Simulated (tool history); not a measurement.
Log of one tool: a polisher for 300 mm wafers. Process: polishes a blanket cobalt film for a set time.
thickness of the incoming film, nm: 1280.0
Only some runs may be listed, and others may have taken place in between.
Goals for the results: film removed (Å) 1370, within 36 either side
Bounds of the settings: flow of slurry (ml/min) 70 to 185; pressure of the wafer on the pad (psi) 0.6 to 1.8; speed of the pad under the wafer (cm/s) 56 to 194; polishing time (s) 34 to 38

run    day  flow of slurry (ml/min)  pressure of the wafer on the pad (psi)  speed of the pad under the wafer (cm/s)  polishing time (s)  film removed (Å)
  1      0                      120                                     1.2                                      124                  38            1592.5
  2  0.054                      115                                     1.2                                      124                  38            1577.8
  3  0.279                      110                                     1.2                                      124                  38            1564.4
  4  0.408                      110                                     1.4                                      124                  38            1816.6
  5  0.658                      105                                     1.4                                      124                  38            1802.5
  6  1.012                      100                                     1.4                                      124                  38            1796.4
  7  1.292                       90                                     1.2                                      124                  38            1464.3
  8  1.475                       75                                     1.1                                      124                  38            1278.6

Of the 5 settings listed for the next run, only one would bring every result within its allowed miss of target. Which one?
  A  1.658                       70                                     1.2                                      138                  37                 ?
  B  1.658                       80                                     1.1                                      146                  36                 ?
  C  1.658                       80                                     0.9                                      150                  35                 ?
  D  1.658                       70                                     1.4                                      118                  38                 ?
  E  1.658                       75                                     1.3                                      124                  35                 ?

move  film removed (Å)
   A            1441.8
   B            1431.9
   C            1176.3
   D            1491.2
   E            1375.2
A: carries the result that was furthest off beyond its target, to the other side
B: carries the result that was furthest off beyond its target, to the other side
C: misses by more than the last run did
D: carries the result that was furthest off beyond its target, to the other side
E: in spec on every target
E is the move that brings every result within its allowed miss.

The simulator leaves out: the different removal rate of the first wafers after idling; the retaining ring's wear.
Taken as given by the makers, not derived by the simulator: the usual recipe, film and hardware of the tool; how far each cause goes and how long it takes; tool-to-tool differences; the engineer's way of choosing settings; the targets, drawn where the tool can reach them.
